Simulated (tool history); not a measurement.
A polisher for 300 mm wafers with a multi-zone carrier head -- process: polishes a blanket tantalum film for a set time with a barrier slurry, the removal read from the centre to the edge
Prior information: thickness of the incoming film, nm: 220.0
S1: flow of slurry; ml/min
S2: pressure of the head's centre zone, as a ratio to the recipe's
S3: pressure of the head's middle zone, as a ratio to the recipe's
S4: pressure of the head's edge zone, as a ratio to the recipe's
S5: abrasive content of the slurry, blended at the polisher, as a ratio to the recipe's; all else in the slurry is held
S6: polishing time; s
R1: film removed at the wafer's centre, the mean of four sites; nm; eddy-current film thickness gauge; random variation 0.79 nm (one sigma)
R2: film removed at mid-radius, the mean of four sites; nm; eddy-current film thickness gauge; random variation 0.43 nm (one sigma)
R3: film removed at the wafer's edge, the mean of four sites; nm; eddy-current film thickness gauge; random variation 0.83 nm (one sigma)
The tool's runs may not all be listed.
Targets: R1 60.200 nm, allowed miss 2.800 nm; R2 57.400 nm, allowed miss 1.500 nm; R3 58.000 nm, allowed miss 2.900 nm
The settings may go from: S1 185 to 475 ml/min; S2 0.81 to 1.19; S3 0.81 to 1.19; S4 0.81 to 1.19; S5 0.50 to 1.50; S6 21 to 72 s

run	day	S1	S2	S3	S4	S5	S6	R1	R2	R3
1	0.000	305	1.00	1.00	1.00	1.00	46	67.695	65.397	64.504
2	0.117	305	1.00	1.00	1.05	1.00	46	66.355	65.729	68.473
3	0.150	300	0.98	0.97	1.01	0.95	46	63.502	62.038	65.937
4	0.517	300	0.98	0.97	1.01	1.05	46	66.711	65.804	68.343
5	0.688	300	0.98	1.04	1.01	1.05	46	66.974	68.257	68.616
6	0.888	300	0.98	0.97	1.01	1.05	46	66.297	64.502	68.019
7	0.971	300	0.97	0.95	0.96	1.00	46	64.225	62.166	64.786
8	1.050	300	0.96	0.94	0.92	0.95	46	61.622	60.613	62.384
9	1.400	300	0.96	0.94	0.92	0.95	46	62.241	60.437	62.137
10	1.471	295	0.96	0.93	0.90	0.95	46	62.022	60.783	59.341
11	1.704	295	0.96	0.93	0.90	0.95	46	62.474	60.426	60.701
12	1.971	295	0.96	0.93	0.90	0.95	46	61.796	60.259	62.051

Exactly one of the 4 candidate moves below puts every result within its allowed miss. Which one?
A	2.238	210	0.94	0.82	0.91	0.95	50	?	?	?
B	2.238	305	0.93	0.82	0.96	0.95	46	?	?	?
C	2.238	300	0.83	0.93	0.90	1.10	48	?	?	?
D	2.238	250	0.97	0.93	0.86	1.05	43	?	?	?

move	R1	R2	R3
A	62.506	55.720	65.034
B	60.148	53.870	63.676
C	59.605	65.886	68.005
D	59.330	56.758	57.728
A: takes the result that was furthest off past its target
B: takes the result that was furthest off past its target
C: the biggest miss grows against the last run
D: meets every target
The right move is D.
